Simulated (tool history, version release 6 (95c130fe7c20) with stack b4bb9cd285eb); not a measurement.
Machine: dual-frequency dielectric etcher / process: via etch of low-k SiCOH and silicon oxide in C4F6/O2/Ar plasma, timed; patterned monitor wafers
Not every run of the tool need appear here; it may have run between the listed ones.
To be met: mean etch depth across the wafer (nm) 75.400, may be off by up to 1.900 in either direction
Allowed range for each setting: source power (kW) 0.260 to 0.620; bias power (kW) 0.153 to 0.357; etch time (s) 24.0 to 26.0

run,hour,source power (kW),bias power (kW),etch time (s),mean etch depth across the wafer (nm)
1,0.0,0.440,0.255,26.0,84.370
2,6.5,0.510,0.255,26.0,91.921
3,8.9,0.480,0.250,26.0,88.455
4,16.2,0.480,0.272,26.0,90.028
5,18.2,0.450,0.267,26.0,85.851
6,24.2,0.430,0.264,26.0,84.214
7,28.9,0.410,0.261,26.0,80.697
8,32.1,0.400,0.260,26.0,80.153
9,32.9,0.390,0.259,26.0,78.703
10,33.6,0.380,0.258,26.0,77.386

4 candidate next runs follow, results not yet known. Just one meets every target within its allowed miss. Identify it.
A,34.3,0.390,0.245,25.0,?
B,34.3,0.440,0.261,24.5,?
C,34.3,0.390,0.254,26.0,?
D,34.3,0.400,0.199,24.0,?

move,mean etch depth across the wafer (nm)
A,74.783
B,79.740
C,78.353
D,70.043
A: hits every target within its allowed miss
B: lands further from the targets than the last run did
C: lands further from the targets than the last run did
D: carries the result that was furthest off beyond its target, to the other side
The right move is A.
